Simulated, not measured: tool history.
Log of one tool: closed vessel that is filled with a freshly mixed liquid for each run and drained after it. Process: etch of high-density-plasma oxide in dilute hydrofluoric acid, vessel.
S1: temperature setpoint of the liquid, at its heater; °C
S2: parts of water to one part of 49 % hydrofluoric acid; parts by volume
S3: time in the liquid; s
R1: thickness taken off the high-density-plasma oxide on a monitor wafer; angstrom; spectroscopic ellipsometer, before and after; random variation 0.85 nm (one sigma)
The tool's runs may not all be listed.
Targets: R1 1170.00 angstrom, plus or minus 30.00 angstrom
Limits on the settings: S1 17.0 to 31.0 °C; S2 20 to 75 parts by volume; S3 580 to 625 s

{"run": 1, "hour": 0.0, "S1": 23.0, "S2": 45, "S3": 580, "R1": 727.84}
{"run": 2, "hour": 4.9, "S1": 24.5, "S2": 45, "S3": 580, "R1": 760.26}
{"run": 3, "hour": 10.2, "S1": 25.0, "S2": 45, "S3": 580, "R1": 777.75}
{"run": 4, "hour": 16.8, "S1": 25.5, "S2": 45, "S3": 580, "R1": 791.13}
{"run": 5, "hour": 24.8, "S1": 28.5, "S2": 45, "S3": 580, "R1": 901.23}
{"run": 6, "hour": 31.9, "S1": 28.5, "S2": 45, "S3": 580, "R1": 902.68}
{"run": 7, "hour": 33.9, "S1": 30.0, "S2": 40, "S3": 580, "R1": 1089.4}
{"run": 8, "hour": 35.3, "S1": 30.5, "S2": 40, "S3": 580, "R1": 1094.4}
{"run": 9, "hour": 36.4, "S1": 31.0, "S2": 35, "S3": 580, "R1": 1285.3}
{"run": 10, "hour": 37.4, "S1": 29.5, "S2": 35, "S3": 580, "R1": 1220.9}

Next run, 4 choices. One meets every target within its allowed miss, the rest don't. Which?
{"run": "A", "hour": 38.4, "S1": 29.5, "S2": 35, "S3": 595, "R1": "?"}
{"run": "B", "hour": 38.4, "S1": 29.5, "S2": 35, "S3": 590, "R1": "?"}
{"run": "C", "hour": 38.4, "S1": 26.5, "S2": 35, "S3": 585, "R1": "?"}
{"run": "D", "hour": 38.4, "S1": 27.0, "S2": 35, "S3": 620, "R1": "?"}

move=A R1=1256.80
move=B R1=1246.20
move=C R1=1094.50
move=D R1=1183.90
A: moves away from the targets compared with the last run
B: moves away from the targets compared with the last run
C: pushes the last run's worst result past its target
D: in spec on every target
Go with D: it meets all targets.
